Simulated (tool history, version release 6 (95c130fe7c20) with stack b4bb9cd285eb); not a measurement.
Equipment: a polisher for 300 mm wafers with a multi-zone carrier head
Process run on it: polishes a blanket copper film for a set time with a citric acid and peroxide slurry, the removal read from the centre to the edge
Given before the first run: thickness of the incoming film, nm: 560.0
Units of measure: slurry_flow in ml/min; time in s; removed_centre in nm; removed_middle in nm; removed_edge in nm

| run | hour | slurry_flow | centre_zone | middle_zone | edge_zone | slurry_solids | time | removed_centre | removed_middle | removed_edge |
|---|---|---|---|---|---|---|---|---|---|---|
| 1 | 0 | 275 | 1 | 1 | 1 | 1 | 40 | 109.2 | 104.29 | 109.52 |
| 2 | 6.6 | 275 | 1 | 1 | 1 | 1 | 32 | 86.69 | 85.841 | 86.991 |
| 3 | 12 | 275 | 1 | 1 | 1 | 1 | 27 | 73.371 | 71.651 | 73.867 |
| 4 | 20.9 | 275 | 1 | 0.93 | 1 | 1 | 27 | 73.192 | 68.043 | 73.423 |
| 5 | 25.8 | 275 | 1 | 0.93 | 0.96 | 1 | 27 | 73.682 | 66.709 | 71.691 |
| 6 | 31.3 | 275 | 1 | 0.93 | 0.96 | 1 | 22 | 59.826 | 54.897 | 59.304 |
| 7 | 34.3 | 290 | 1.04 | 0.99 | 1.01 | 1.1 | 24 | 69.651 | 65.88 | 67.529 |

Predict the results of run 8:
| 8 | 40.3 | 295 | 1.07 | 1.03 | 1.04 | 1.2 | 27 | ? | ? | ? |

{"run 8": {"removed_centre": 82.17, "removed_middle": 77.93, "removed_edge": 77.529}}
